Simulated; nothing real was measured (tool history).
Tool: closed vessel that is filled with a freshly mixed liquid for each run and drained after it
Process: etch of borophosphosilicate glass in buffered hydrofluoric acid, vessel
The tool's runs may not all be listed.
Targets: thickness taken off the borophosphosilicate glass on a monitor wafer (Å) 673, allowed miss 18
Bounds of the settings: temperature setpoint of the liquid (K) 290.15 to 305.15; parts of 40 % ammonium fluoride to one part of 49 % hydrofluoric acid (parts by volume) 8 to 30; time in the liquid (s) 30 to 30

run	hour	temperature setpoint of the liquid (K)	parts of 40 % ammonium fluoride to one part of 49 % hydrofluoric acid (parts by volume)	time in the liquid (s)	thickness taken off the borophosphosilicate glass on a monitor wafer (Å)
1	0	297.15	22.5	30	218.47
2	1.1	298.65	19.5	30	261.09
3	3.8	300.15	17	30	310.64
4	11.7	300.15	13	30	406.46
5	13.1	301.15	12	30	470.14
6	16.8	302.15	11.5	30	508.04
7	18.8	302.65	11	30	542.9
8	20.9	303.15	11	30	569
9	28.4	303.65	11	30	577.69
10	36.2	304.15	11	30	589.65
11	43.7	304.15	10.5	30	628.1
12	52.7	304.65	10.5	30	639.83
13	58.8	305.15	9.5	30	721.95
14	60.6	304.65	9.5	30	700.7

5 next moves are on the table. One of them brings every result within its allowed miss. Which?
A	62.4	302.15	8	30	?
B	62.4	305.15	9.5	30	?
C	62.4	304.15	10.5	30	?
D	62.4	303.65	9.5	30	?
E	62.4	304.65	10.5	30	?

move	thickness taken off the borophosphosilicate glass on a monitor wafer (Å)
A	706.32
B	722.15
C	621.92
D	668.39
E	638.18
A: further off than the last run
B: further off than the last run
C: takes the result that was furthest off past its target
D: meets every target
E: takes the result that was furthest off past its target
Answer: D
